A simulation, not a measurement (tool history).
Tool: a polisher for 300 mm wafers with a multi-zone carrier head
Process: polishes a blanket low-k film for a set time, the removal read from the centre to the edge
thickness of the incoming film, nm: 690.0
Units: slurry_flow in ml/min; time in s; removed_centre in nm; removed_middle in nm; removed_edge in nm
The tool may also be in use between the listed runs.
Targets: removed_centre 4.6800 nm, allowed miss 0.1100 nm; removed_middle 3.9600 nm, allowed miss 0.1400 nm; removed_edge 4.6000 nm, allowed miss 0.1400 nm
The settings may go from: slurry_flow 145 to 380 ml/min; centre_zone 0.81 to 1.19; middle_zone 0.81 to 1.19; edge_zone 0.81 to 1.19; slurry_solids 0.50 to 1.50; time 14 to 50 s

| run | hour | slurry_flow | centre_zone | middle_zone | edge_zone | slurry_solids | time | removed_centre | removed_middle | removed_edge |
|---|---|---|---|---|---|---|---|---|---|---|
| 1 | 0.0 | 245 | 1.00 | 1.00 | 1.00 | 1.00 | 32 | 6.5994 | 6.3442 | 6.7459 |
| 2 | 6.3 | 245 | 1.00 | 1.00 | 1.00 | 1.00 | 36 | 7.4898 | 7.2210 | 7.5811 |
| 3 | 9.9 | 245 | 1.00 | 1.00 | 1.00 | 0.80 | 36 | 6.6772 | 6.4528 | 6.7172 |
| 4 | 10.7 | 240 | 1.00 | 0.97 | 0.98 | 0.75 | 35 | 6.2604 | 5.8553 | 6.2157 |
|  | 15.1 | worn pad replaced by a new one |
| 5 | 15.1 | 235 | 0.99 | 0.94 | 0.96 | 0.70 | 35 | 6.4551 | 5.9780 | 6.5943 |
| 6 | 21.5 | 230 | 1.01 | 0.94 | 1.00 | 0.65 | 34 | 6.0271 | 5.5760 | 6.0885 |
| 7 | 26.1 | 230 | 1.02 | 0.93 | 1.00 | 0.65 | 32 | 5.7836 | 5.1685 | 5.8172 |
| 8 | 27.4 | 230 | 1.03 | 0.93 | 1.01 | 0.65 | 31 | 5.6823 | 5.0393 | 5.6878 |
| 9 | 28.4 | 235 | 1.03 | 0.93 | 1.01 | 0.65 | 30 | 5.5059 | 4.9076 | 5.4577 |
| 10 | 29.6 | 205 | 0.98 | 0.83 | 0.91 | 0.50 | 29 | 4.1543 | 3.5719 | 4.1938 |
| 11 | 33.7 | 225 | 0.98 | 0.83 | 0.91 | 0.50 | 29 | 4.2534 | 3.6355 | 4.2175 |
| 12 | 36.0 | 235 | 0.98 | 0.83 | 0.92 | 0.50 | 29 | 4.2432 | 3.7094 | 4.2642 |
| 13 | 43.4 | 240 | 0.99 | 0.83 | 0.93 | 0.50 | 29 | 4.2672 | 3.6669 | 4.3120 |
| 14 | 44.5 | 240 | 1.00 | 0.84 | 0.94 | 0.50 | 29 | 4.3330 | 3.6649 | 4.3551 |
| 15 | 48.2 | 310 | 1.03 | 0.90 | 0.98 | 0.50 | 29 | 4.6013 | 4.0054 | 4.4721 |
| 16 | 52.8 | 305 | 1.03 | 0.90 | 0.98 | 0.50 | 29 | 4.5424 | 3.9142 | 4.4496 |
| 17 | 54.5 | 300 | 1.03 | 0.90 | 0.98 | 0.50 | 29 | 4.5835 | 3.9227 | 4.4403 |
| 18 | 59.7 | 295 | 1.03 | 0.90 | 0.98 | 0.50 | 29 | 4.5432 | 3.9469 | 4.5195 |

Which of these 4 next moves meets every target?
| A | 64.9 | 275 | 0.94 | 0.86 | 0.99 | 0.50 | 31 | ? | ? | ? |
| B | 64.9 | 315 | 0.95 | 0.87 | 1.05 | 0.50 | 30 | ? | ? | ? |
| C | 64.9 | 275 | 1.04 | 0.89 | 1.02 | 0.55 | 28 | ? | ? | ? |
| D | 64.9 | 315 | 1.04 | 0.92 | 1.05 | 0.60 | 24 | ? | ? | ? |

| move | removed_centre | removed_middle | removed_edge |
|---|---|---|---|
| A | 4.4284 | 4.1484 | 4.8178 |
| B | 4.3851 | 4.0888 | 4.8379 |
| C | 4.7356 | 4.0931 | 4.7183 |
| D | 4.3553 | 3.8413 | 4.3826 |
A: further off than the last run
B: further off than the last run
C: meets every target
D: further off than the last run
Answer: C
